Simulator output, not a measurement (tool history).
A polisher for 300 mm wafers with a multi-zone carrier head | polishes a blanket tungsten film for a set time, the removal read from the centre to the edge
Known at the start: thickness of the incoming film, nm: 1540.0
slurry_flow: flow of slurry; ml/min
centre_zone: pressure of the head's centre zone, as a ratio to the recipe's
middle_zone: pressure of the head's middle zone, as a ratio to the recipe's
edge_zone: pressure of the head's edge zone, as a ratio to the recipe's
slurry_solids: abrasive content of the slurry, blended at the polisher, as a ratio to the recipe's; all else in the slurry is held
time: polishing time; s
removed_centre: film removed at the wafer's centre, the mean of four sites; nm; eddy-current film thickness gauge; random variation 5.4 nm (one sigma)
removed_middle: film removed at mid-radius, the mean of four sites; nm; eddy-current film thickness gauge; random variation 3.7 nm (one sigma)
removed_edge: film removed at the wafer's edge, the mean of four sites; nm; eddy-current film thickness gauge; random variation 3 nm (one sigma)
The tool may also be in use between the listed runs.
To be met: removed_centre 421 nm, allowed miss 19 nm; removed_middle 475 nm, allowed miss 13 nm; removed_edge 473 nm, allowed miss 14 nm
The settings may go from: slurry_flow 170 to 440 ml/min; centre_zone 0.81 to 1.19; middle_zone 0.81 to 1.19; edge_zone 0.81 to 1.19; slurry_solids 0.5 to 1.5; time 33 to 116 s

| run | hour | slurry_flow | centre_zone | middle_zone | edge_zone | slurry_solids | time | removed_centre | removed_middle | removed_edge |
|---|---|---|---|---|---|---|---|---|---|---|
| 1 | 0 | 280 | 1 | 1 | 1 | 1 | 74 | 305.09 | 316.08 | 297.59 |
| 2 | 8.5 | 280 | 1 | 1 | 1 | 1 | 83 | 345.19 | 362.99 | 329.61 |
| 3 | 15.1 | 280 | 1 | 1 | 1 | 0.85 | 83 | 331.85 | 339.34 | 315.86 |
| 4 | 23.1 | 280 | 1 | 1 | 1 | 1.05 | 83 | 359.43 | 366.38 | 333.73 |
| 5 | 28.7 | 280 | 1 | 1 | 1 | 1.2 | 83 | 366.15 | 377.1 | 351.62 |
| 6 | 29.3 | 280 | 1 | 1 | 1 | 1.15 | 83 | 354.09 | 372.37 | 345.42 |
|  | 33.7 | edge zone pressure recalibrated |
| 7 | 33.7 | 285 | 1 | 1 | 1.02 | 1.2 | 84 | 358.11 | 389.26 | 377.24 |
| 8 | 34.3 | 365 | 1.1 | 1.1 | 1.12 | 1.3 | 85 | 430.03 | 443.06 | 417.58 |
| 9 | 37.5 | 365 | 1.09 | 1.1 | 1.13 | 1.35 | 85 | 434.26 | 437.86 | 423.41 |

Which of these 4 next moves meets every target?
| A | 40.7 | 370 | 1.15 | 1.14 | 1.07 | 1.1 | 88 | ? | ? | ? |
| B | 40.7 | 415 | 1.19 | 1.18 | 1.12 | 1.25 | 75 | ? | ? | ? |
| C | 40.7 | 325 | 0.97 | 1.07 | 1.17 | 1.3 | 95 | ? | ? | ? |
| D | 40.7 | 320 | 1.19 | 1.11 | 1.06 | 1.35 | 76 | ? | ? | ? |

| move | removed_centre | removed_middle | removed_edge |
|---|---|---|---|
| A | 448.02 | 443.68 | 399.69 |
| B | 413.99 | 407.49 | 363.8 |
| C | 421.62 | 470.58 | 469.77 |
| D | 418.26 | 391.64 | 360.61 |
A: further off than the last run
B: further off than the last run
C: meets every target
D: further off than the last run
Answer: C
